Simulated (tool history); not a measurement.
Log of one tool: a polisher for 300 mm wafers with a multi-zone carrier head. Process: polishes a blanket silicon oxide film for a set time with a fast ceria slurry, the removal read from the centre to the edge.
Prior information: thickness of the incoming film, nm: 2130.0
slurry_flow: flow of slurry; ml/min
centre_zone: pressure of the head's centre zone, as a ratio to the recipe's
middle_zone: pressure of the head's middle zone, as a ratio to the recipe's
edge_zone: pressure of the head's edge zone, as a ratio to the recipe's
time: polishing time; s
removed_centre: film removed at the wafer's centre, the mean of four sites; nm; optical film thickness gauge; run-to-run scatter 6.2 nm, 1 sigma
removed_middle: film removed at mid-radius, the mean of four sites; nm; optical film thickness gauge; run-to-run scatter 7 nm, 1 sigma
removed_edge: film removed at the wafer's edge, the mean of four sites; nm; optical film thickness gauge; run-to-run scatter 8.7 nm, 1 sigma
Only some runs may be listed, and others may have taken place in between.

Run 1, day 0: slurry_flow 170 ml/min, centre_zone 1, middle_zone 1, edge_zone 1, time 44 s. Result: removed_centre 551.45 nm, removed_middle 559.33 nm, removed_edge 562.99 nm.
Run 2, day 0.121: slurry_flow 180 ml/min, centre_zone 1.02, middle_zone 1.01, edge_zone 1.01, time 45 s. Result: removed_centre 575.1 nm, removed_middle 570.05 nm, removed_edge 573.16 nm.
Run 3, day 0.179: slurry_flow 185 ml/min, centre_zone 1.04, middle_zone 1.02, edge_zone 1.02, time 47 s. Result: removed_centre 620.81 nm, removed_middle 616.53 nm, removed_edge 620.98 nm.
Run 4, day 0.433: slurry_flow 185 ml/min, centre_zone 1.04, middle_zone 1.02, edge_zone 1.02, time 54 s. Result: removed_centre 720.87 nm, removed_middle 717.85 nm, removed_edge 689.58 nm.
Run 5, day 0.675: slurry_flow 185 ml/min, centre_zone 0.96, middle_zone 1.02, edge_zone 1.02, time 54 s. Result: removed_centre 664.87 nm, removed_middle 702.51 nm, removed_edge 694.57 nm.
Run 6, day 0.788: slurry_flow 185 ml/min, centre_zone 0.92, middle_zone 1.02, edge_zone 1.02, time 54 s. Result: removed_centre 635.25 nm, removed_middle 698.64 nm, removed_edge 693.72 nm.
Run 7, day 0.862: slurry_flow 190 ml/min, centre_zone 0.95, middle_zone 1.02, edge_zone 1.03, time 54 s. Result: removed_centre 648.94 nm, removed_middle 709.98 nm, removed_edge 702.99 nm.
Run 8, day 0.942: slurry_flow 195 ml/min, centre_zone 0.98, middle_zone 1.02, edge_zone 1.03, time 55 s. Result: removed_centre 699.81 nm, removed_middle 728.48 nm, removed_edge 717.54 nm.
Run 9, day 1.296: slurry_flow 200 ml/min, centre_zone 1, middle_zone 1.02, edge_zone 1.04, time 55 s. Result: removed_centre 720.4 nm, removed_middle 732.77 nm, removed_edge 718.35 nm.
Run 10, day 1.533: slurry_flow 205 ml/min, centre_zone 1.02, middle_zone 1.02, edge_zone 1.05, time 55 s. Result: removed_centre 734.94 nm, removed_middle 734.08 nm, removed_edge 743.18 nm.

What does the tool deliver on the next run?
Run 11, day 1.704: slurry_flow 210 ml/min, centre_zone 1.04, middle_zone 1.02, edge_zone 1.05, time 55 s. Result: removed_centre ?, removed_middle ?, removed_edge ?.

{"run 11": {"removed_centre": 763.03, "removed_middle": 733.51, "removed_edge": 749.9}}
